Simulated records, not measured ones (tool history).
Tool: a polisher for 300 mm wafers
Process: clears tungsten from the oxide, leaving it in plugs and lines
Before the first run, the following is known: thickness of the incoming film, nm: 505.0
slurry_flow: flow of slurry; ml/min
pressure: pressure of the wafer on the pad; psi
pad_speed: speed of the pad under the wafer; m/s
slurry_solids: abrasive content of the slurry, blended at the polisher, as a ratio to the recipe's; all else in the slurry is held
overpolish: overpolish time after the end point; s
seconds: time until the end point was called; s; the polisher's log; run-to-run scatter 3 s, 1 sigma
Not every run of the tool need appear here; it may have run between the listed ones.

run,hour,slurry_flow,pressure,pad_speed,slurry_solids,overpolish,seconds
1,0,160,2.7,1.38,1,13,117.98
2,6.2,160,3.1,1.38,1,13,103.1
3,12,160,3.1,1.38,1,13,102.51
4,17.9,160,2.7,1.36,1,13,117.65
5,24.8,125,2.7,1.36,1,13,123.21
6,27.7,125,2.7,1.5,1,13,115.99
7,30,125,2.4,1.46,1,13,131.89
8,33.3,125,2.2,1.44,1,13,138.29
9,35.7,125,2,1.42,1,13,158.28
10,39.2,125,1.9,1.42,1,13,163.9

The next listed run, before its measurement:
11,41.6,125,1.8,1.42,1,13,?

seconds: 165.62 s

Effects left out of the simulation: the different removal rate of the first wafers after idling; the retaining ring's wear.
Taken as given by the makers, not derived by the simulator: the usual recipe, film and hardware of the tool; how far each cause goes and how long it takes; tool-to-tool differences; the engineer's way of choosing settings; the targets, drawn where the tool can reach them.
